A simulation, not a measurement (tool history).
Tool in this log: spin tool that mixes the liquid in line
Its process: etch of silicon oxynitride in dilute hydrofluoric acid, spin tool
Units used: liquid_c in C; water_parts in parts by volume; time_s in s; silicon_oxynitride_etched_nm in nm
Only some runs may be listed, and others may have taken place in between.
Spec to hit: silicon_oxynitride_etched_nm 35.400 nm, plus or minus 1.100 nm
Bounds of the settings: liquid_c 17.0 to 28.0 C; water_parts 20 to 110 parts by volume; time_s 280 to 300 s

Run 1, day 0.000: liquid_c 20.0 C, water_parts 60 parts by volume, time_s 280 s. Result: silicon_oxynitride_etched_nm 18.980 nm.
Run 2, day 0.029: liquid_c 21.5 C, water_parts 55 parts by volume, time_s 280 s. Result: silicon_oxynitride_etched_nm 22.414 nm.
Run 3, day 0.150: liquid_c 21.5 C, water_parts 55 parts by volume, time_s 280 s. Result: silicon_oxynitride_etched_nm 22.664 nm.
Run 4, day 0.383: liquid_c 22.5 C, water_parts 55 parts by volume, time_s 280 s. Result: silicon_oxynitride_etched_nm 23.439 nm.
Run 5, day 0.521: liquid_c 24.5 C, water_parts 55 parts by volume, time_s 280 s. Result: silicon_oxynitride_etched_nm 26.639 nm.
Run 6, day 0.621: liquid_c 27.5 C, water_parts 55 parts by volume, time_s 280 s. Result: silicon_oxynitride_etched_nm 30.298 nm.
Run 7, day 0.850: liquid_c 28.0 C, water_parts 45 parts by volume, time_s 280 s. Result: silicon_oxynitride_etched_nm 37.941 nm.
Run 8, day 1.171: liquid_c 27.5 C, water_parts 45 parts by volume, time_s 280 s. Result: silicon_oxynitride_etched_nm 36.997 nm.

Next run, 5 choices. One meets every target within its allowed miss, the rest don't. Which?
Run A, day 1.492: liquid_c 26.5 C, water_parts 45 parts by volume, time_s 280 s. Result: silicon_oxynitride_etched_nm ?.
Run B, day 1.492: liquid_c 28.0 C, water_parts 45 parts by volume, time_s 300 s. Result: silicon_oxynitride_etched_nm ?.
Run C, day 1.492: liquid_c 25.0 C, water_parts 40 parts by volume, time_s 295 s. Result: silicon_oxynitride_etched_nm ?.
Run D, day 1.492: liquid_c 28.0 C, water_parts 45 parts by volume, time_s 290 s. Result: silicon_oxynitride_etched_nm ?.
Run E, day 1.492: liquid_c 27.5 C, water_parts 45 parts by volume, time_s 295 s. Result: silicon_oxynitride_etched_nm ?.

move  silicon_oxynitride_etched_nm
   A                        35.173
   B                        40.477
   C                        38.953
   D                        39.128
   E                        38.869
A: all results land within tolerance of their targets
B: its largest miss is bigger than the last run's
C: its largest miss is bigger than the last run's
D: its largest miss is bigger than the last run's
E: its largest miss is bigger than the last run's
A is the move that brings every result within its allowed miss.
